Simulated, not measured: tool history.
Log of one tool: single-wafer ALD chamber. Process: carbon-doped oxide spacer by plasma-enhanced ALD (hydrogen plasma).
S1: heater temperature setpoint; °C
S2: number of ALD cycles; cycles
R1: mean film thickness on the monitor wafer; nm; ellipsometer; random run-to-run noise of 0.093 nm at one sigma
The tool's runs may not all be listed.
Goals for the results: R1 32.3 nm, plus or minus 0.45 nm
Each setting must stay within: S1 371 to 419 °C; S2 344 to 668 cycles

| run | hour | S1 | S2 | R1 |
|---|---|---|---|---|
| 1 | 0 | 395 | 506 | 25.7 |
| 2 | 2.4 | 395 | 460 | 23.538 |
| 3 | 7.6 | 395 | 512 | 26.156 |
| 4 | 13.6 | 395 | 545 | 27.842 |
| 5 | 19 | 385 | 545 | 27.819 |
| 6 | 21.4 | 385 | 576 | 29.279 |
| 7 | 26.4 | 385 | 593 | 30.272 |
| 8 | 28.4 | 385 | 604 | 30.745 |

Of the 5 settings listed for the next run, only one would bring every result within its allowed miss of target. Which one?
| A | 30.4 | 388 | 561 | ? |
| B | 30.4 | 372 | 633 | ? |
| C | 30.4 | 378 | 587 | ? |
| D | 30.4 | 385 | 572 | ? |
| E | 30.4 | 381 | 615 | ? |

| move | R1 |
|---|---|
| A | 28.757 |
| B | 32.447 |
| C | 30.089 |
| D | 29.32 |
| E | 31.525 |
A: its largest miss is bigger than the last run's
B: every result lands within tolerance
C: its largest miss is bigger than the last run's
D: its largest miss is bigger than the last run's
E: closes in on the targets versus the last run, not all within tolerance yet
B meets every target.

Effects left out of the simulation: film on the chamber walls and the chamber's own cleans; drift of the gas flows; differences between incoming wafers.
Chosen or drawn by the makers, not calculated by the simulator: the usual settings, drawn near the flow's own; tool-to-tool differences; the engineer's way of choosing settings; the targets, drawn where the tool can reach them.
